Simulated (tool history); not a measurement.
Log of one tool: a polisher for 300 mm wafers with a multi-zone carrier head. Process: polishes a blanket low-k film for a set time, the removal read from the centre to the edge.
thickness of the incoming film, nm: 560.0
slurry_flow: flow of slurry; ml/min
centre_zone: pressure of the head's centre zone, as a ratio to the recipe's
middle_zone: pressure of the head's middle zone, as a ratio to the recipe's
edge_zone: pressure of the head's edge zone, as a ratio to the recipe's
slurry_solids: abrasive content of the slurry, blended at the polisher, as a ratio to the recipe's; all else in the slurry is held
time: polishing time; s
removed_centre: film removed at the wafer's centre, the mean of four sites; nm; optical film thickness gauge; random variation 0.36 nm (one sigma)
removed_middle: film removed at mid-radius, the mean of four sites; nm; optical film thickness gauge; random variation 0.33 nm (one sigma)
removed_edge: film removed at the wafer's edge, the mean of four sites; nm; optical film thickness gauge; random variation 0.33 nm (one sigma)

run  hour  slurry_flow  centre_zone  middle_zone  edge_zone  slurry_solids  time  removed_centre  removed_middle  removed_edge
  1   0.0          300         1.00         1.00       1.00           1.00    72          33.461          33.375        34.654
  2   5.3          300         0.95         1.00       1.00           1.00    72          32.764          33.880        34.620
  3   8.7          315         0.95         1.05       1.03           1.05    72          33.176          36.511        36.257
  4  13.5          330         0.96         1.08       1.05           1.10    72          34.594          37.969        37.195
  5  14.8          330         0.91         1.08       1.05           1.10    72          32.985          38.114        37.272
  6  22.3          335         0.92         1.11       1.07           1.15    72          34.125          38.938        38.569
  7  27.1          350         0.92         1.14       1.07           1.15    72          33.795          40.150        39.282

The next listed run, before its measurement:
  8  31.1          355         0.94         1.16       1.05           1.15    72               ?               ?             ?

removed_centre: 34.950 nm
removed_middle: 41.335 nm
removed_edge: 37.821 nm

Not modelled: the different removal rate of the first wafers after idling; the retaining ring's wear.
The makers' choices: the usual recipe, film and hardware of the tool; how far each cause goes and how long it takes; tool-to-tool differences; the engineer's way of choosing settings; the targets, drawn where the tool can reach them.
